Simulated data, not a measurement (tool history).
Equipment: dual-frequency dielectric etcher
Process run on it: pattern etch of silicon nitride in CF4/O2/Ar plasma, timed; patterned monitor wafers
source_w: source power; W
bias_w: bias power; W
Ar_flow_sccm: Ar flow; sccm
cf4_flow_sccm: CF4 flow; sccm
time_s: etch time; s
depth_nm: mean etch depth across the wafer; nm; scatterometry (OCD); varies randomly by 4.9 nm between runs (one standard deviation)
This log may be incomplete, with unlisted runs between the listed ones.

run,hour,source_w,bias_w,Ar_flow_sccm,cf4_flow_sccm,time_s,depth_nm
1,0.0,570,44,131,81,587.5,1111.3
2,7.2,570,44,131,81,613.0,1168.4
3,10.2,570,49,131,81,613.0,1199.9
4,17.3,540,49,131,81,613.0,1159.2
5,24.6,540,55,131,81,613.0,1202.1
6,31.2,540,55,115,81,613.0,1202.4
7,37.2,510,55,115,81,613.0,1157.8

Run 8 has not been measured yet. What should we expect?
8,38.7,480,55,115,81,613.0,?

depth_nm: 1099.2 nm
